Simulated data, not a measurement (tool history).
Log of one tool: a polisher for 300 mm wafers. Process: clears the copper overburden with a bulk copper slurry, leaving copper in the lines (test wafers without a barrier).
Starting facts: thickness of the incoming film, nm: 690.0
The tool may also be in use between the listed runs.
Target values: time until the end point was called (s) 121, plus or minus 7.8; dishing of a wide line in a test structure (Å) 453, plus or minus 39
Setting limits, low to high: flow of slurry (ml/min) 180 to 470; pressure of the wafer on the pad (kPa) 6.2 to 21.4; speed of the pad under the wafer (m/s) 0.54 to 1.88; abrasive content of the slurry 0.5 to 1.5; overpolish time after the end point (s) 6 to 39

| run | day | flow of slurry (ml/min) | pressure of the wafer on the pad (kPa) | speed of the pad under the wafer (m/s) | abrasive content of the slurry | overpolish time after the end point (s) | time until the end point was called (s) | dishing of a wide line in a test structure (Å) |
|---|---|---|---|---|---|---|---|---|
| 1 | 0 | 300 | 13.8 | 1.2 | 1 | 20 | 84.669 | 894.27 |
| 2 | 0.158 | 300 | 13.8 | 1.2 | 1.15 | 20 | 81.881 | 930.31 |
| 3 | 0.475 | 230 | 13.8 | 1.2 | 1.15 | 20 | 81.579 | 936.58 |
| 4 | 0.662 | 230 | 13.8 | 1.2 | 1.3 | 20 | 81.681 | 949.87 |
| 5 | 0.738 | 230 | 12.4 | 1.2 | 1.3 | 20 | 86.274 | 838.6 |
|  | 0.988 | slurry blender recalibrated |
| 6 | 0.988 | 230 | 11 | 1.18 | 1.3 | 19 | 91.6 | 767.29 |
| 7 | 1.362 | 230 | 9.7 | 1.14 | 1.3 | 17 | 111.41 | 641.47 |
| 8 | 1.712 | 230 | 9.7 | 1.14 | 1.3 | 17 | 113.61 | 673.86 |
| 9 | 1.733 | 230 | 9 | 1.2 | 1.35 | 14 | 111.96 | 558.58 |

Next run, 4 choices. One meets every target within its allowed miss, the rest don't. Which?
| A | 1.754 | 230 | 7.6 | 1.24 | 1.5 | 22 | ? | ? |
| B | 1.754 | 215 | 9 | 1.42 | 1.2 | 10 | ? | ? |
| C | 1.754 | 210 | 8.3 | 1.24 | 1.3 | 16 | ? | ? |
| D | 1.754 | 185 | 7.6 | 1.34 | 1.3 | 12 | ? | ? |

| move | time until the end point was called (s) | dishing of a wide line in a test structure (Å) |
|---|---|---|
| A | 124.47 | 696.2 |
| B | 100.26 | 476.7 |
| C | 120.84 | 583.33 |
| D | 123.67 | 457.81 |
A: further off than the last run
B: the worst result of the last run now meets its target, but another is out of spec
C: further off than the last run
D: hits every target within its allowed miss
The move that meets every target is D.
